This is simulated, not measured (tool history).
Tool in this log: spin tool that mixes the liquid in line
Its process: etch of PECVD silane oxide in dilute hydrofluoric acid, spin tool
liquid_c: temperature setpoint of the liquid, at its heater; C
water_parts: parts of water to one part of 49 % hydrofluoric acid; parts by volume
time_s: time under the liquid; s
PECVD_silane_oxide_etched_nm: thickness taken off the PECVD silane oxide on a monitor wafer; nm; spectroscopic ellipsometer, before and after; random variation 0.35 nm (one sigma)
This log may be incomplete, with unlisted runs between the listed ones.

run  hour  liquid_c  water_parts  time_s  PECVD_silane_oxide_etched_nm
  1     0        21           95      85                        12.776
  2   2.1      18.5           95      85                        11.747
  3   5.2        20           80      85                         14.92
  4  12.8        20           50      85                        24.446
  5    14        21           50      85                        25.759
  6  19.5      22.5           50      85                        27.658

Forecast run 7:
  7  22.2      23.5           50      85                             ?

Run 7 gave PECVD_silane_oxide_etched_nm 28.526 nm.
